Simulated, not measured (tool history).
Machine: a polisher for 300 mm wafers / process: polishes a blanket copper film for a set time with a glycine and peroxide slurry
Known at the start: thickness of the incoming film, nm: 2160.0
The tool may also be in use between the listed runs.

| run | hour | flow of slurry (ml/min) | pressure of the wafer on the pad (psi) | speed of the pad under the wafer (cm/s) | polishing time (s) | film removed (angstrom) |
|---|---|---|---|---|---|---|
| 1 | 0 | 190 | 1.9 | 106 | 86 | 3982.2 |
| 2 | 4.3 | 185 | 1.6 | 106 | 86 | 3512.1 |
| 3 | 11.2 | 185 | 1.6 | 80 | 86 | 2835.8 |
| 4 | 15.9 | 185 | 1.6 | 66 | 86 | 2488.8 |
| 5 | 24.4 | 195 | 1.7 | 66 | 86 | 2646.4 |
| 6 | 29.1 | 195 | 1.7 | 48 | 86 | 2179 |
| 7 | 30.4 | 200 | 1.9 | 48 | 86 | 2334.5 |
| 8 | 37.9 | 205 | 2 | 48 | 86 | 2432.8 |
| 9 | 46.3 | 210 | 2.1 | 48 | 86 | 2524.2 |

Run 10, settings as shown, results not yet in. Your forecast:
| 10 | 47.9 | 210 | 2.2 | 48 | 86 | ? |

Run 10 yielded film removed (angstrom) 2567.

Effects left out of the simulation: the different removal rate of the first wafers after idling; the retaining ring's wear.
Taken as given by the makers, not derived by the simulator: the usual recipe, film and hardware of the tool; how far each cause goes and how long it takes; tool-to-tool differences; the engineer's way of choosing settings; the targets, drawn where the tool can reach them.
